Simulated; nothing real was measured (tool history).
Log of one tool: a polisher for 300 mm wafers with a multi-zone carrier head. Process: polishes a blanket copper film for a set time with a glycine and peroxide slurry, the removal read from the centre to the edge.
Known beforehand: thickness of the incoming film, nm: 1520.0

run    day  flow of slurry (ml/min)  pressure of the head's centre zone  pressure of the head's middle zone  pressure of the head's edge zone  polishing time (s)  film removed at the wafer's centre (nm)  film removed at mid-radius (nm)  film removed at the wafer's edge (nm)
  1  0.000                      255                                1.00                                1.00                              1.00                  44                                   240.74                           250.40                                 249.42
  2  0.046                      260                                1.03                                1.02                              1.03                  46                                   262.71                           269.16                                 262.76
  3  0.338                      260                                1.03                                1.02                              1.03                  53                                   299.53                           305.00                                 305.78
  4  0.692                      200                                1.03                                1.02                              1.03                  53                                   283.42                           290.64                                 292.47
  5  0.958                      230                                1.04                                1.02                              1.04                  53                                   291.42                           298.59                                 301.29
  6  1.133                      230                                1.09                                1.02                              1.04                  53                                   303.34                           300.45                                 296.62

For run 7, what comes out?
  7  1.292                      295                                1.16                                1.05                              1.14                  55                                        ?                                ?                                      ?

Run 7 gave film removed at the wafer's centre (nm) 355.38, film removed at mid-radius (nm) 334.83, film removed at the wafer's edge (nm) 339.74.

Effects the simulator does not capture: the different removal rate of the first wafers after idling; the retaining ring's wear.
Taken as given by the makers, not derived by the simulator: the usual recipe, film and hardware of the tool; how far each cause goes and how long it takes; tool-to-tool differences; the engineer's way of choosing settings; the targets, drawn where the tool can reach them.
